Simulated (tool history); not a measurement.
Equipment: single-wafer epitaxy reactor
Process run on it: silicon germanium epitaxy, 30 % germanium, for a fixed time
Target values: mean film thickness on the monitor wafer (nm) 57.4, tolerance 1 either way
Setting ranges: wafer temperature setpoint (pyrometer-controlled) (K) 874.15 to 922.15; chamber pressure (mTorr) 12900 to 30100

run	hour	wafer temperature setpoint (pyrometer-controlled) (K)	chamber pressure (mTorr)	mean film thickness on the monitor wafer (nm)
1	0	898.15	21500	81.843
2	1.6	898.15	25300	87.768
3	8.8	892.15	25000	77.551
4	12.2	888.15	24900	70.988
5	18.1	899.15	24900	89
6	23.3	893.15	24800	78.323
7	24.2	881.15	24500	61.474
8	30.8	880.15	24500	60.037
9	39.6	879.15	24500	58.656

Below are 4 possible settings for the next run. Only one of them brings all results inside the allowed miss of their targets. Which is it?
A	48.4	878.15	24300	?
B	48.4	880.15	24400	?
C	48.4	879.15	21600	?
D	48.4	877.15	23400	?

move	mean film thickness on the monitor wafer (nm)
A	57.342
B	59.858
C	55.879
D	55.333
A: all results in spec
B: misses by more than the last run did
C: takes the biggest miss from the last run beyond its target
D: takes the biggest miss from the last run beyond its target
Answer: A

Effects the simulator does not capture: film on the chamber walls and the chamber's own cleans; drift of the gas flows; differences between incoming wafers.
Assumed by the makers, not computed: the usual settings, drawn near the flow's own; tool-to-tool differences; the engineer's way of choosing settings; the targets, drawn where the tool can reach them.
